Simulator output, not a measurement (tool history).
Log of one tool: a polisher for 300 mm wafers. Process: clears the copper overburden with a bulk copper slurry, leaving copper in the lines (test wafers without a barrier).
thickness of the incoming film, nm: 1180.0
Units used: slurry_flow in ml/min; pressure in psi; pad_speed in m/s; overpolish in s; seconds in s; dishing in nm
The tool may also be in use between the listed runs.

{"run": 1, "hour": 0.0, "slurry_flow": 265, "pressure": 2.7, "pad_speed": 1.28, "slurry_solids": 1, "overpolish": 21, "seconds": 107.14, "dishing": 97.762}
{"run": 2, "hour": 2.4, "slurry_flow": 265, "pressure": 2.7, "pad_speed": 0.98, "slurry_solids": 1, "overpolish": 21, "seconds": 138.96, "dishing": 89.4}
{"run": 3, "hour": 7.5, "slurry_flow": 265, "pressure": 3.3, "pad_speed": 0.98, "slurry_solids": 1, "overpolish": 21, "seconds": 124.1, "dishing": 96.384}
{"run": 4, "hour": 16.0, "slurry_flow": 265, "pressure": 3.3, "pad_speed": 0.98, "slurry_solids": 0.8, "overpolish": 21, "seconds": 122.51, "dishing": 96.685}
{"hour": 21.9, "done": "head pressure recalibrated"}
{"run": 5, "hour": 21.9, "slurry_flow": 265, "pressure": 3.3, "pad_speed": 0.98, "slurry_solids": 0.8, "overpolish": 16, "seconds": 118.7, "dishing": 88.078}
{"run": 6, "hour": 22.6, "slurry_flow": 265, "pressure": 3.1, "pad_speed": 0.98, "slurry_solids": 0.8, "overpolish": 16, "seconds": 118.16, "dishing": 84.785}
{"run": 7, "hour": 27.6, "slurry_flow": 290, "pressure": 2.4, "pad_speed": 1.34, "slurry_solids": 0.95, "overpolish": 6, "seconds": 101.9, "dishing": 46.993}

Forecast run 8:
{"run": 8, "hour": 31.4, "slurry_flow": 285, "pressure": 2.6, "pad_speed": 1.36, "slurry_solids": 0.95, "overpolish": 6, "seconds": "?", "dishing": "?"}

Logged for run 8: seconds 93.861 s, dishing 50.731 nm.
